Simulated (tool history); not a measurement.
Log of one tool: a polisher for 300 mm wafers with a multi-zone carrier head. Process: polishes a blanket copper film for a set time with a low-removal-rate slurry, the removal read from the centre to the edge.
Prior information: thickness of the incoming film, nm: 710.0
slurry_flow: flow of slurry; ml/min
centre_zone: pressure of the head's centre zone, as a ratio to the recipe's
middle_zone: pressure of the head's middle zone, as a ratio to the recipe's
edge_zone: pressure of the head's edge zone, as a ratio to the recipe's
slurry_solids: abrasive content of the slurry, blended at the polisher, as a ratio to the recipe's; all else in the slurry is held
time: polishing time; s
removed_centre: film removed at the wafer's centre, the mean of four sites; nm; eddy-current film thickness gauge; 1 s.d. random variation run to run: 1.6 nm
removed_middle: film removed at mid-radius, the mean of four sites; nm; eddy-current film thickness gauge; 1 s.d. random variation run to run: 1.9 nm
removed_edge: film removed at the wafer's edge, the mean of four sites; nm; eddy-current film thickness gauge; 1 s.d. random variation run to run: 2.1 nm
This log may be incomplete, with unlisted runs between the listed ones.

{"run": 1, "day": 0.0, "slurry_flow": 165, "centre_zone": 1, "middle_zone": 1, "edge_zone": 1, "slurry_solids": 1, "time": 53, "removed_centre": 158.36, "removed_middle": 155.63, "removed_edge": 156.44}
{"run": 2, "day": 0.075, "slurry_flow": 180, "centre_zone": 1.03, "middle_zone": 1, "edge_zone": 1.02, "slurry_solids": 1.05, "time": 53, "removed_centre": 168.63, "removed_middle": 161.34, "removed_edge": 164.65}
{"run": 3, "day": 0.167, "slurry_flow": 195, "centre_zone": 1.05, "middle_zone": 1, "edge_zone": 1.02, "slurry_solids": 1.05, "time": 53, "removed_centre": 169.91, "removed_middle": 162.83, "removed_edge": 166.48}
{"run": 4, "day": 0.196, "slurry_flow": 195, "centre_zone": 1.05, "middle_zone": 1, "edge_zone": 1.02, "slurry_solids": 1.2, "time": 53, "removed_centre": 177.28, "removed_middle": 170.18, "removed_edge": 169.15}
{"run": 5, "day": 0.45, "slurry_flow": 195, "centre_zone": 1.05, "middle_zone": 1, "edge_zone": 1.02, "slurry_solids": 1.2, "time": 61, "removed_centre": 204.6, "removed_middle": 192.05, "removed_edge": 198.93}
{"run": 6, "day": 0.65, "slurry_flow": 185, "centre_zone": 1.06, "middle_zone": 0.99, "edge_zone": 1, "slurry_solids": 1.2, "time": 61, "removed_centre": 206.09, "removed_middle": 194.93, "removed_edge": 198.29}
{"run": 7, "day": 0.754, "slurry_flow": 180, "centre_zone": 1.07, "middle_zone": 0.97, "edge_zone": 0.98, "slurry_solids": 1.15, "time": 61, "removed_centre": 205.1, "removed_middle": 186.54, "removed_edge": 189.82}

Estimate the outcome of run 8 from the log above:
{"run": 8, "day": 0.892, "slurry_flow": 175, "centre_zone": 1.07, "middle_zone": 0.96, "edge_zone": 0.97, "slurry_solids": 1.15, "time": 61, "removed_centre": "?", "removed_middle": "?", "removed_edge": "?"}

For run 8 the tool returned removed_centre 202.35 nm, removed_middle 184.03 nm, removed_edge 189.92 nm.
